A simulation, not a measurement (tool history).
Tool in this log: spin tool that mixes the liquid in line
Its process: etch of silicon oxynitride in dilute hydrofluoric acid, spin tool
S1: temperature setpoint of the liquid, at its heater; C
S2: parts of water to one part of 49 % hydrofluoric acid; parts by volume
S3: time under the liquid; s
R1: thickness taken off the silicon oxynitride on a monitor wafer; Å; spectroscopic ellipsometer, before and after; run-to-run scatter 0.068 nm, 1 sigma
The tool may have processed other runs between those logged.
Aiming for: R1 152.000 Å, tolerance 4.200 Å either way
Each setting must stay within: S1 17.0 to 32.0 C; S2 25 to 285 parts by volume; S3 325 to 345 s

{"run": 1, "hour": 0.0, "S1": 24.0, "S2": 155, "S3": 325, "R1": 90.31}
{"run": 2, "hour": 6.7, "S1": 24.0, "S2": 155, "S3": 325, "R1": 90.562}
{"run": 3, "hour": 9.8, "S1": 20.5, "S2": 155, "S3": 325, "R1": 76.854}
{"run": 4, "hour": 11.7, "S1": 20.5, "S2": 155, "S3": 325, "R1": 77.167}
{"run": 5, "hour": 18.0, "S1": 23.0, "S2": 150, "S3": 325, "R1": 90.301}
{"run": 6, "hour": 25.4, "S1": 23.0, "S2": 150, "S3": 345, "R1": 95.548}
{"run": 7, "hour": 28.9, "S1": 25.0, "S2": 145, "S3": 345, "R1": 108.75}
{"run": 8, "hour": 32.5, "S1": 26.5, "S2": 145, "S3": 345, "R1": 116.85}
{"run": 9, "hour": 35.9, "S1": 27.5, "S2": 145, "S3": 345, "R1": 122.16}
{"run": 10, "hour": 37.6, "S1": 28.5, "S2": 145, "S3": 345, "R1": 126.01}
{"run": 11, "hour": 38.8, "S1": 29.0, "S2": 145, "S3": 345, "R1": 130.28}
{"run": 12, "hour": 42.2, "S1": 29.5, "S2": 145, "S3": 345, "R1": 132.82}
{"run": 13, "hour": 44.3, "S1": 30.0, "S2": 145, "S3": 345, "R1": 134.88}
{"run": 14, "hour": 47.7, "S1": 30.5, "S2": 145, "S3": 345, "R1": 139.75}
{"run": 15, "hour": 50.2, "S1": 30.5, "S2": 145, "S3": 345, "R1": 138.27}
{"run": 16, "hour": 58.7, "S1": 31.0, "S2": 145, "S3": 345, "R1": 142.27}
{"run": 17, "hour": 59.9, "S1": 31.5, "S2": 145, "S3": 345, "R1": 145.01}

Exercise: of the 4 proposed moves below, exactly one satisfies all targets within the stated allowed misses. Which move is it?
{"run": "A", "hour": 61.1, "S1": 32.0, "S2": 135, "S3": 330, "R1": "?"}
{"run": "B", "hour": 61.1, "S1": 27.5, "S2": 115, "S3": 345, "R1": "?"}
{"run": "C", "hour": 61.1, "S1": 28.5, "S2": 130, "S3": 325, "R1": "?"}
{"run": "D", "hour": 61.1, "S1": 32.0, "S2": 135, "S3": 345, "R1": "?"}

move=A R1=153.680
move=B R1=157.700
move=C R1=135.550
move=D R1=160.660
A: all results land within tolerance of their targets
B: takes the biggest miss from the last run beyond its target
C: moves away from the targets compared with the last run
D: takes the biggest miss from the last run beyond its target
Go with A: it meets all targets.

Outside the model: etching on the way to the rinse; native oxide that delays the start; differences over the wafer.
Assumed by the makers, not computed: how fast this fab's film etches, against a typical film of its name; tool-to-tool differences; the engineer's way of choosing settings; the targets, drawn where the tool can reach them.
